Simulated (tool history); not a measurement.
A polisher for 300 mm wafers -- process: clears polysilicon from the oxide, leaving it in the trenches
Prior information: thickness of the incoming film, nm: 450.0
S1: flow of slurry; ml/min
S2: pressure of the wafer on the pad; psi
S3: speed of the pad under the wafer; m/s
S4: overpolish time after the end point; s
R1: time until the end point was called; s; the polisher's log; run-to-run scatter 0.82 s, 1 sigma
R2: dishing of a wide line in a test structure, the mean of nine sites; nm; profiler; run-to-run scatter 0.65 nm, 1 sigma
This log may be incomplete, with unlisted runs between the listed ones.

run	hour	S1	S2	S3	S4	R1	R2
1	0	195	2.4	1	21	42.504	40.583
2	6.7	195	2.4	1	14	43.263	41.58
3	11	195	2.1	1	14	48.313	41.561
4	13.5	195	2.2	0.96	18	49.041	40.907
5	21	165	2.2	0.96	18	49.108	40.922
6	29.1	160	2.3	0.94	21	49.056	40.483
7	32.4	155	2.4	0.92	24	47.053	41.195
8	38.3	175	2.2	0.96	27	48.964	41.637
9	41.8	175	2.2	0.96	27	47.429	41.58
10	50.5	165	2.4	0.9	24	49.113	41.838
11	52.6	160	2.2	0.96	21	50.569	43.003
12	54.8	215	2.8	0.68	31	50.687	38.963
13	58.9	230	2.9	0.64	29	52.098	42.323
14	64.7	215	2.7	0.7	31	52.767	41.343
15	72.2	160	2.1	0.98	21	51.618	42.28
16	80.2	180	2.3	0.9	19	49.571	40.323
17	83.6	185	2.4	0.84	17	51.163	39.12
18	84.2	175	2.6	0.78	15	49.474	40.15
19	86.9	195	2.7	0.74	14	49.105	38.545
20	90.9	195	2.8	0.7	13	50.972	39.667
21	96.3	210	2.9	0.66	12	51.56	39.343

Run 22, settings as shown, results not yet in. Your forecast:
22	99.5	195	3	0.62	11	?	?

Run 22 produced R1 53.287 s, R2 35.965 nm.

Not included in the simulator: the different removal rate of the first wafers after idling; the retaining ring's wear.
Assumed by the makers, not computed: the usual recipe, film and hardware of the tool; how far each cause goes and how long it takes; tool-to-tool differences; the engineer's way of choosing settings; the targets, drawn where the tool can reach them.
